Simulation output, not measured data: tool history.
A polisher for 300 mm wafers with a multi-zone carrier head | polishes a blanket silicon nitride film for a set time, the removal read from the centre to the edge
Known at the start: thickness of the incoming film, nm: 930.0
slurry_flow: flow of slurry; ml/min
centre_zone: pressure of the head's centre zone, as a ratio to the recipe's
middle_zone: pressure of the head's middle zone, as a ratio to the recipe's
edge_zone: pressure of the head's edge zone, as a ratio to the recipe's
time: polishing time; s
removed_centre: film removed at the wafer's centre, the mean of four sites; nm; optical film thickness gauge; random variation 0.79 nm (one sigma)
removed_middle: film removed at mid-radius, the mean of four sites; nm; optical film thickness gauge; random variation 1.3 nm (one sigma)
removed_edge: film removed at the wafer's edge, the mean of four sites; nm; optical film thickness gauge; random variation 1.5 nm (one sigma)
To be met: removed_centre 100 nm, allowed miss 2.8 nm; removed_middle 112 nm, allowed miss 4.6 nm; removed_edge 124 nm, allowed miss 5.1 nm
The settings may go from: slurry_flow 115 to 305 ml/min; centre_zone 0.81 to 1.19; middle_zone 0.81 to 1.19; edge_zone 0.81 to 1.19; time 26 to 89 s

run	hour	slurry_flow	centre_zone	middle_zone	edge_zone	time	removed_centre	removed_middle	removed_edge
1	0	195	1	1	1	57	85.353	83.941	85.221
2	5.3	195	1	1	0.93	57	85.688	83.861	83.436
3	9.7	195	0.97	1	0.93	57	81.849	82.49	82.757
4	12.9	195	1.04	1	0.93	57	87.92	80.74	82.633
5	19.1	240	1.04	1	0.93	57	91.049	83.956	83.645
6	27.8	215	0.98	0.98	0.98	63	91.239	88.003	93.36
7	29.7	205	0.95	0.99	1.01	68	95.445	97.885	101.29
8	32.8	200	0.92	0.98	1.05	71	96.972	100.23	107.5
9	39.4	200	0.9	0.98	1.08	73	97.374	104.75	113.4

Which of these 5 next moves meets every target?
A	46	175	0.84	0.96	1.09	82	?	?	?
B	46	185	1	0.88	1.18	72	?	?	?
C	46	235	0.91	1	1.06	72	?	?	?
D	46	250	0.9	1.17	1.12	67	?	?	?
E	46	190	0.88	0.96	1.04	73	?	?	?

move	removed_centre	removed_middle	removed_edge
A	100.51	111.51	124.26
B	105.99	91.618	113.12
C	99.47	104.86	110.74
D	92.307	112.31	105.43
E	94.866	100.28	109.58
A: meets every target
B: further off than the last run
C: further off than the last run
D: further off than the last run
E: further off than the last run
Answer: A
